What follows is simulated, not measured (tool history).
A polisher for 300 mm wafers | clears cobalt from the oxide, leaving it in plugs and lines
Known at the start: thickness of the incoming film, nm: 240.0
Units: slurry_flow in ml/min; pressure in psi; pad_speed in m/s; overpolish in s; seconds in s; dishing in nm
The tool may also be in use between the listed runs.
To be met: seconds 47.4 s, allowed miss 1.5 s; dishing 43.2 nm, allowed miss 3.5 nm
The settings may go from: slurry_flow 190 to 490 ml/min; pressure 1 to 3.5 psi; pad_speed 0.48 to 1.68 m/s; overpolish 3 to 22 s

run    day  slurry_flow  pressure  pad_speed  overpolish  seconds  dishing
  1      0          315       2.2       1.08          11   37.759   37.316
  2  0.125          315       2.2        0.9          11   44.805   35.569
  3  0.146          315       2.2        0.9          12   46.093    37.52
  4  0.471          315       2.2        0.9          14   45.746   39.532
  5  0.612          315         2        0.9          14   50.325   38.635
  6  0.658          315       1.5        0.9          14   65.994   32.558
  7  1.012          315       1.6        0.9          14   61.611   34.775
  8  1.158          315       1.7        0.9          14   57.989   36.696
  9  1.388          315       1.8        0.9          14    55.35   37.177
 10  1.479          315       1.8        0.9          14   54.797   37.476

5 next moves are on the table. One of them brings every result within its allowed miss. Which?
  A  1.571          315       1.5       1.26          18        ?        ?
  B  1.571          265       1.2       1.24          13        ?        ?
  C  1.571          335       1.8       0.78          19        ?        ?
  D  1.571          340         2       1.04           7        ?        ?
  E  1.571          295         2       0.74          21        ?        ?

move  seconds  dishing
   A   47.541   42.718
   B   60.799    33.84
   C   63.101    39.63
   D   43.136   28.828
   E   60.671   41.655
A: meets every target
B: further off than the last run
C: further off than the last run
D: takes the result that was furthest off past its target
E: further off than the last run
The right move is A.

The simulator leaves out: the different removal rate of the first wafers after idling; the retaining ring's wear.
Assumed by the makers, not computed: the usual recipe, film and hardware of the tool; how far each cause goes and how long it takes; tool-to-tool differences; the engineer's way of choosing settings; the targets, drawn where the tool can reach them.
